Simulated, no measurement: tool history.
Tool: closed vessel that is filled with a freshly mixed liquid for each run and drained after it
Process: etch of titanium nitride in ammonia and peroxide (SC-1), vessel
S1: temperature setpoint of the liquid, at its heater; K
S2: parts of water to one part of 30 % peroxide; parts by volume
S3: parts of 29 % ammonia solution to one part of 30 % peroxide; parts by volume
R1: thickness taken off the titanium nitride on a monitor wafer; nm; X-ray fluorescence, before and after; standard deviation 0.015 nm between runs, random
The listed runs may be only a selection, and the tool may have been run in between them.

Run 1, day 0: S1 326.15 K, S2 18 parts by volume, S3 0.7 parts by volume, time in the liquid (s) 50. Result: R1 2.3919 nm.
Run 2, day 0.05: S1 326.15 K, S2 12 parts by volume, S3 0.7 parts by volume, time in the liquid (s) 50. Result: R1 2.9928 nm.
Run 3, day 0.367: S1 325.65 K, S2 12 parts by volume, S3 0.7 parts by volume, time in the liquid (s) 50. Result: R1 2.9022 nm.
Run 4, day 0.454: S1 325.65 K, S2 12 parts by volume, S3 0.7 parts by volume, time in the liquid (s) 50. Result: R1 2.8772 nm.
Run 5, day 0.496: S1 325.65 K, S2 12 parts by volume, S3 0.55 parts by volume, time in the liquid (s) 50. Result: R1 2.8088 nm.
Run 6, day 0.758: S1 325.65 K, S2 16 parts by volume, S3 0.55 parts by volume, time in the liquid (s) 50. Result: R1 2.3854 nm.

Expected results for the next run?
Run 7, day 1.046: S1 326.15 K, S2 16 parts by volume, S3 0.55 parts by volume, time in the liquid (s) 50. Result: R1 ?.

{"run 7": {"R1": 2.4754}}

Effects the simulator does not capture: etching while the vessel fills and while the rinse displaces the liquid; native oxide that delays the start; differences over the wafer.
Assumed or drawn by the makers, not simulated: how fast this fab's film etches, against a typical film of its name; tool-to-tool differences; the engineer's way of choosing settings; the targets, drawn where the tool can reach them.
